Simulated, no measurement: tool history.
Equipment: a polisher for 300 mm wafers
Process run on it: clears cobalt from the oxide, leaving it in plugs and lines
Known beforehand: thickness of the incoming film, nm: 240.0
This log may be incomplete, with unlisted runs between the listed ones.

| run | hour | flow of slurry (ml/min) | pressure of the wafer on the pad (psi) | speed of the pad under the wafer (cm/s) | overpolish time after the end point (s) | time until the end point was called (s) | dishing of a wide line in a test structure (angstrom) |
|---|---|---|---|---|---|---|---|
| 1 | 0.0 | 125 | 2.4 | 102 | 24 | 44.191 | 538.71 |
| 2 | 2.6 | 140 | 2.4 | 102 | 24 | 43.450 | 550.35 |
| 3 | 10.7 | 135 | 2.4 | 102 | 25 | 42.771 | 567.12 |
| 4 | 14.7 | 135 | 2.8 | 102 | 25 | 37.104 | 594.71 |
| 5 | 21.7 | 135 | 2.5 | 102 | 25 | 42.414 | 567.73 |
| 6 | 29.2 | 135 | 2.5 | 102 | 22 | 41.904 | 543.79 |
| 7 | 31.9 | 130 | 2.4 | 102 | 23 | 43.671 | 537.86 |
| 8 | 35.2 | 130 | 2.4 | 102 | 24 | 43.200 | 536.89 |
| 9 | 37.9 | 130 | 2.4 | 102 | 24 | 44.510 | 537.89 |
| 10 | 42.5 | 125 | 2.4 | 102 | 25 | 43.095 | 565.37 |
| 11 | 46.5 | 125 | 2.3 | 102 | 25 | 45.869 | 550.34 |

Expected results for the next run?
| 12 | 49.4 | 120 | 2.2 | 102 | 26 | ? | ? |

time until the end point was called (s): 48.237
dishing of a wide line in a test structure (angstrom): 539.41

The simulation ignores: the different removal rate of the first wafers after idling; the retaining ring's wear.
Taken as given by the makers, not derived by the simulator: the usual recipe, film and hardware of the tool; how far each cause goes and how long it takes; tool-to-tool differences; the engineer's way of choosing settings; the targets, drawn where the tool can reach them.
